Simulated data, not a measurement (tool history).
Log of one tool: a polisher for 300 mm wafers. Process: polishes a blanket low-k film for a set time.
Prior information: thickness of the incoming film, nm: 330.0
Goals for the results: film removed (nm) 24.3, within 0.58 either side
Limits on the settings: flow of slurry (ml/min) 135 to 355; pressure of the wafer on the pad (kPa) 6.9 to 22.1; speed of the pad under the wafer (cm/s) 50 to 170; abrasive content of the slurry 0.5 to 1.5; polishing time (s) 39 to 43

run  hour  flow of slurry (ml/min)  pressure of the wafer on the pad (kPa)  speed of the pad under the wafer (cm/s)  abrasive content of the slurry  polishing time (s)  film removed (nm)
  1     0                      225                                    14.5                                      110                               1                  43             18.905
  2     6                      230                                    15.2                                      110                               1                  43             19.761
  3  14.3                      230                                    15.2                                       82                               1                  43             15.756
  4  19.6                      235                                    16.5                                       82                               1                  43             17.183
  5  21.4                      235                                    16.5                                       64                               1                  43             14.214
  6  21.9                      235                                    16.5                                       84                               1                  43             17.603
  7  25.3                      245                                    17.2                                       84                               1                  43             18.558
  8  31.8                      255                                    17.9                                       84                               1                  43             19.008
  9  32.5                      255                                    17.9                                       84                               1                  43             19.079
 10  37.4                      255                                    18.6                                       84                               1                  43             19.932
 11  44.6                      255                                    19.3                                       84                               1                  43             20.548
 12  48.1                      255                                    19.3                                       84                               1                  43              20.66
 13  52.3                      260                                      20                                       84                               1                  43             21.313
 14  58.1                      265                                    22.1                                       84                               1                  43              23.72
 15  61.2                      270                                    22.1                                       84                               1                  43             23.719

Exercise: of the 4 proposed moves below, exactly one satisfies all targets within the stated allowed misses. Which move is it?
  A  64.3                      280                                    22.1                                       86                             0.9                  43                  ?
  B  64.3                      270                                    21.4                                       94                            0.95                  41                  ?
  C  64.3                      265                                    21.4                                       94                             0.9                  42                  ?
  D  64.3                      280                                    22.1                                       86                               1                  43                  ?

move  film removed (nm)
   A             22.811
   B             23.239
   C             23.063
   D             24.148
A: its largest miss is bigger than the last run's
B: its largest miss is bigger than the last run's
C: its largest miss is bigger than the last run's
D: every result lands within tolerance
So the answer is move D, the one that meets all the targets.
